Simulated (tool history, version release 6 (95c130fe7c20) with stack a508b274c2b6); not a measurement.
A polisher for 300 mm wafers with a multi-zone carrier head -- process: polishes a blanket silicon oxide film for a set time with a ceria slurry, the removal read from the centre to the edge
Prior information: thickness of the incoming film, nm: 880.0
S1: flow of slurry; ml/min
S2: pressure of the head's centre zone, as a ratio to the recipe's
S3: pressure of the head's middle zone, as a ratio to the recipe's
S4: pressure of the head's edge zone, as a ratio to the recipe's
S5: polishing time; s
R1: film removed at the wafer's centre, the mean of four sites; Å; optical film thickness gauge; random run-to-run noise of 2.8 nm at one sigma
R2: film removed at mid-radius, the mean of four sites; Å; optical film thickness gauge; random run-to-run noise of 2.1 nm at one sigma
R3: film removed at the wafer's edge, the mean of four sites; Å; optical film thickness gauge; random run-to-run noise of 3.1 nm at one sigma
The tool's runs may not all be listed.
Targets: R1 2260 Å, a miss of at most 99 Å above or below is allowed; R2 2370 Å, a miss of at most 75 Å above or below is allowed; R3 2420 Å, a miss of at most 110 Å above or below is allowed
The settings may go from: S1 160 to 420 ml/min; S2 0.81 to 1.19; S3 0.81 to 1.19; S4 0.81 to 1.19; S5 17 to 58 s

Run 1, day 0: S1 270 ml/min, S2 1, S3 1, S4 1, S5 37 s. Result: R1 2741.4 Å, R2 2735.6 Å, R3 2760.4 Å.
Run 2, day 0.225: S1 265 ml/min, S2 0.98, S3 0.99, S4 0.98, S5 37 s. Result: R1 2692.5 Å, R2 2739.8 Å, R3 2777.1 Å.
Run 3, day 0.433: S1 265 ml/min, S2 0.97, S3 0.99, S4 0.98, S5 36 s. Result: R1 2581.4 Å, R2 2646.1 Å, R3 2627.5 Å.
Run 4, day 0.725: S1 265 ml/min, S2 0.97, S3 0.92, S4 0.98, S5 36 s. Result: R1 2619.3 Å, R2 2487 Å, R3 2674 Å.
Run 5, day 1.038: S1 265 ml/min, S2 0.96, S3 0.92, S4 0.97, S5 36 s. Result: R1 2548.2 Å, R2 2500 Å, R3 2588.3 Å.
Run 6, day 1.367: S1 305 ml/min, S2 0.96, S3 0.92, S4 0.97, S5 36 s. Result: R1 2551.6 Å, R2 2524.7 Å, R3 2696.5 Å.
Run 7, day 1.608: S1 305 ml/min, S2 0.96, S3 0.92, S4 0.97, S5 36 s. Result: R1 2558.6 Å, R2 2548.3 Å, R3 2683.4 Å.
Run 8, day 1.825: S1 300 ml/min, S2 0.95, S3 0.91, S4 0.96, S5 36 s. Result: R1 2608.5 Å, R2 2486 Å, R3 2644.9 Å.
At day 2.012: worn pad replaced by a new one.
Run 9, day 2.012: S1 295 ml/min, S2 0.93, S3 0.91, S4 0.96, S5 36 s. Result: R1 2824 Å, R2 2741.8 Å, R3 2863.8 Å.
Run 10, day 2.225: S1 300 ml/min, S2 0.94, S3 0.92, S4 0.97, S5 35 s. Result: R1 2724.1 Å, R2 2659.6 Å, R3 2857.6 Å.

Next run, 5 choices. One meets every target within its allowed miss, the rest don't. Which?
Run A, day 2.438: S1 310 ml/min, S2 1.05, S3 1.08, S4 0.9, S5 29 s. Result: R1 ?, R2 ?, R3 ?.
Run B, day 2.438: S1 335 ml/min, S2 0.92, S3 0.98, S4 1, S5 29 s. Result: R1 ?, R2 ?, R3 ?.
Run C, day 2.438: S1 230 ml/min, S2 0.88, S3 1.11, S4 0.81, S5 35 s. Result: R1 ?, R2 ?, R3 ?.
Run D, day 2.438: S1 260 ml/min, S2 1.13, S3 0.91, S4 0.86, S5 34 s. Result: R1 ?, R2 ?, R3 ?.
Run E, day 2.438: S1 340 ml/min, S2 0.96, S3 0.95, S4 0.89, S5 39 s. Result: R1 ?, R2 ?, R3 ?.

move      R1      R2      R3
   A  2510.5  2576.5  2321.7
   B  2254.1  2385.8  2445.9
   C    2550  3121.8  2637.8
   D  3091.5  2583.1  2651.4
   E  3145.2  3128.7    3127
A: closer than the last run, but not yet in spec
B: all results in spec
C: moves away from the targets compared with the last run
D: moves away from the targets compared with the last run
E: moves away from the targets compared with the last run
Answer: B
